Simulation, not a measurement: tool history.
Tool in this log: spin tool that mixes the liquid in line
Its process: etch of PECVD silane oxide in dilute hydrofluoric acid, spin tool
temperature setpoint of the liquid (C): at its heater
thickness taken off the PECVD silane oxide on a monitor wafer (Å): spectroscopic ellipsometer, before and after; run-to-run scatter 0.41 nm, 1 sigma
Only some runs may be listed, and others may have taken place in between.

run	day	temperature setpoint of the liquid (C)	parts of water to one part of 49 % hydrofluoric acid (parts by volume)	time under the liquid (s)	thickness taken off the PECVD silane oxide on a monitor wafer (Å)
1	0	23	230	305	383.04
2	0.125	23	230	330	414.57
3	0.421	23	290	330	310.19
4	0.446	24	275	330	343.15
5	0.596	26	275	330	370.85
# day 0.867: thermometer replaced
6	0.867	26.5	260	330	384.8
7	0.933	27	245	330	417.53
8	0.996	27.5	230	330	461.74
9	1.262	28	215	330	514.06
10	1.292	28	215	330	511.8
11	1.396	28.5	205	330	554.33
12	1.512	31	120	330	1161.8
13	1.796	30	120	330	1113.8
14	2.1	29	120	330	1079.2

Run 15 is up next; what results do you expect?
15	2.342	28	120	330	?

thickness taken off the PECVD silane oxide on a monitor wafer (Å): 1036.5
